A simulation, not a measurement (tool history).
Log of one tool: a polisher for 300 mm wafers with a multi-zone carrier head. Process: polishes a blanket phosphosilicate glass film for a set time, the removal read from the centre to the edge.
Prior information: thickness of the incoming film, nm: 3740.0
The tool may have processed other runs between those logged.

| run | hour | flow of slurry (ml/min) | pressure of the head's centre zone | pressure of the head's middle zone | pressure of the head's edge zone | abrasive content of the slurry | polishing time (s) | film removed at the wafer's centre (nm) | film removed at mid-radius (nm) | film removed at the wafer's edge (nm) |
|---|---|---|---|---|---|---|---|---|---|---|
| 1 | 0 | 320 | 1 | 1 | 1 | 1 | 89 | 545.93 | 559.62 | 545.26 |
| 2 | 2.6 | 320 | 0.94 | 1 | 1 | 1 | 89 | 523.15 | 559.12 | 542.7 |
| 3 | 10.8 | 325 | 0.96 | 1 | 1.02 | 1.05 | 89 | 536.96 | 569.32 | 564.85 |
| 4 | 13.4 | 330 | 0.99 | 1 | 1.03 | 1.1 | 89 | 560.08 | 578.68 | 572.96 |
| 5 | 22.1 | 330 | 0.99 | 1 | 1.03 | 1.25 | 89 | 591.19 | 604.16 | 603.16 |
| 6 | 30 | 330 | 0.99 | 1 | 1.03 | 1.1 | 89 | 562.44 | 584.35 | 571.26 |
| 7 | 32 | 325 | 1 | 0.99 | 1.04 | 1.15 | 90 | 581.92 | 586.27 | 588.11 |
| 8 | 39.8 | 330 | 1.01 | 0.99 | 1.05 | 1.2 | 91 | 601.59 | 605.13 | 603.49 |
| 9 | 47.2 | 330 | 1.01 | 0.98 | 1.06 | 1.25 | 92 | 621.9 | 614.51 | 622.72 |
| 10 | 53.9 | 330 | 1.01 | 0.98 | 1.07 | 1.3 | 93 | 633.91 | 627.86 | 654.83 |
| 11 | 60 | 335 | 1.02 | 0.98 | 1.08 | 1.3 | 93 | 641.92 | 630.51 | 647.39 |
| 12 | 67.7 | 335 | 1.02 | 0.98 | 1.09 | 1.3 | 94 | 647.61 | 628.97 | 660.74 |

Run 13, settings as shown, results not yet in. Your forecast:
| 13 | 75.8 | 335 | 1.03 | 0.98 | 1.1 | 1.3 | 94 | ? | ? | ? |

Run 13 yielded film removed at the wafer's centre (nm) 663.35, film removed at mid-radius (nm) 641.85, film removed at the wafer's edge (nm) 663.82.
